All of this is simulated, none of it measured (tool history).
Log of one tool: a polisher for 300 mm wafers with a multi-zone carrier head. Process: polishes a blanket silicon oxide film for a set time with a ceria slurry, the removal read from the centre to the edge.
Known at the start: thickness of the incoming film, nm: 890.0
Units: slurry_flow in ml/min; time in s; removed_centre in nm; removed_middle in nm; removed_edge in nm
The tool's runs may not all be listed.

{"run": 1, "day": 0.0, "slurry_flow": 135, "centre_zone": 1, "middle_zone": 1, "edge_zone": 1, "time": 38, "removed_centre": 233.16, "removed_middle": 227.04, "removed_edge": 226.34}
{"run": 2, "day": 0.092, "slurry_flow": 125, "centre_zone": 0.97, "middle_zone": 1.03, "edge_zone": 0.95, "time": 31, "removed_centre": 184.04, "removed_middle": 179.28, "removed_edge": 178.43}
{"run": 3, "day": 0.329, "slurry_flow": 105, "centre_zone": 0.97, "middle_zone": 1.03, "edge_zone": 0.95, "time": 31, "removed_centre": 172.57, "removed_middle": 173.4, "removed_edge": 171.27}
{"run": 4, "day": 0.571, "slurry_flow": 95, "centre_zone": 0.94, "middle_zone": 1.08, "edge_zone": 0.9, "time": 28, "removed_centre": 145.29, "removed_middle": 159.02, "removed_edge": 150.25}
{"run": 5, "day": 0.675, "slurry_flow": 95, "centre_zone": 0.94, "middle_zone": 1.12, "edge_zone": 0.87, "time": 25, "removed_centre": 131.45, "removed_middle": 150.95, "removed_edge": 130.62}
{"run": 6, "day": 0.708, "slurry_flow": 95, "centre_zone": 0.93, "middle_zone": 1.12, "edge_zone": 0.86, "time": 24, "removed_centre": 126.45, "removed_middle": 145.21, "removed_edge": 123.69}

The next listed run, before its measurement:
{"run": 7, "day": 1.079, "slurry_flow": 95, "centre_zone": 0.91, "middle_zone": 1.12, "edge_zone": 0.85, "time": 24, "removed_centre": "?", "removed_middle": "?", "removed_edge": "?"}

Run 7 gave removed_centre 121.01 nm, removed_middle 138.91 nm, removed_edge 120.38 nm.
